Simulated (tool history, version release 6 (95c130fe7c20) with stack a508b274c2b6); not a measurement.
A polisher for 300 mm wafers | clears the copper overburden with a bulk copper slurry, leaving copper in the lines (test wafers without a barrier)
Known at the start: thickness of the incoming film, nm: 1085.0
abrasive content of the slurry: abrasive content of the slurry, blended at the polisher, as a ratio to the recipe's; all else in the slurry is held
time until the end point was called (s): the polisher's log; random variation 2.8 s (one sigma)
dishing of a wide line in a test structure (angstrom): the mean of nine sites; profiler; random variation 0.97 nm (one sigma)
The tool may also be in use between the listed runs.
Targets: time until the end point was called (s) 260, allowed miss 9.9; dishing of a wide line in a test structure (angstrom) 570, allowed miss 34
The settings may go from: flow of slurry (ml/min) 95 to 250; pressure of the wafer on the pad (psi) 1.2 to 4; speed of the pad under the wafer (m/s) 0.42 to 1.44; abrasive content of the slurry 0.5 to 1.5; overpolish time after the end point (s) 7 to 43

run    day  flow of slurry (ml/min)  pressure of the wafer on the pad (psi)  speed of the pad under the wafer (m/s)  abrasive content of the slurry  overpolish time after the end point (s)  time until the end point was called (s)  dishing of a wide line in a test structure (angstrom)
  1      0                      160                                     2.6                                    0.92                               1                                       22                                   116.61                                                 799.94
  2  0.096                      155                                     2.1                                    0.84                               1                                       24                                   154.22                                                 702.96
  3  0.229                      150                                     1.8                                    0.78                               1                                       26                                   197.48                                                 638.18
  4  0.558                      150                                     2.2                                    0.78                               1                                       26                                   161.35                                                 719.46
  5  0.862                      145                                     1.9                                    0.78                               1                                       27                                   188.49                                                 653.79
  6  0.896                      145                                     1.9                                    0.78                               1                                       18                                   185.18                                                 554.54
  7  0.921                      140                                     1.7                                    0.78                               1                                       22                                   206.61                                                 545.69
  8  0.979                      130                                     1.6                                    0.76                               1                                       26                                   229.14                                                 571.54
  9  1.167                      120                                     1.6                                    0.76                               1                                       27                                   232.76                                                 581.05

Which of these 4 next moves meets every target?
  A  1.354                      155                                     1.5                                       1                            0.85                                       19                                        ?                                                      ?
  B  1.354                      125                                     1.8                                    0.82                            1.05                                       25                                        ?                                                      ?
  C  1.354                      100                                     1.4                                    0.76                             1.2                                       31                                        ?                                                      ?
  D  1.354                       95                                     1.9                                    0.84                            0.85                                       23                                        ?                                                      ?

move  time until the end point was called (s)  dishing of a wide line in a test structure (angstrom)
   A                                   189.79                                                 526.38
   B                                   190.87                                                 629.47
   C                                    264.6                                                 567.18
   D                                   197.25                                                 596.77
A: further off than the last run
B: further off than the last run
C: meets every target
D: further off than the last run
Move C is the one to make.
